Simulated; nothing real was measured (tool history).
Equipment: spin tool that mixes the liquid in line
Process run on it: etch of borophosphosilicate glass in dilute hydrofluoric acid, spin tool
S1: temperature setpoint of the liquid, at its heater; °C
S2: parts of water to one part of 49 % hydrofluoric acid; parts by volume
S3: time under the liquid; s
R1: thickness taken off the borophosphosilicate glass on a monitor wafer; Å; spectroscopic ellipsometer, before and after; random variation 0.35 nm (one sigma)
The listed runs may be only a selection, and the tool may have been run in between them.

run	hour	S1	S2	S3	R1
1	0	25	135	45	213
2	4.6	25	90	45	342.85
3	10	25	90	45	337.9
4	13.4	25	40	45	811.37
5	17.9	22.5	40	45	732.35
6	20.4	25	40	45	806.28
7	28.2	23	45	45	659.71
8	34.9	21.5	50	45	552.36
9	38.1	20.5	50	45	528.56
10	39.3	17	55	45	417.78

The next listed run, before its measurement:
11	48	17.5	55	45	?

For run 11 the tool returned R1 421 Å.

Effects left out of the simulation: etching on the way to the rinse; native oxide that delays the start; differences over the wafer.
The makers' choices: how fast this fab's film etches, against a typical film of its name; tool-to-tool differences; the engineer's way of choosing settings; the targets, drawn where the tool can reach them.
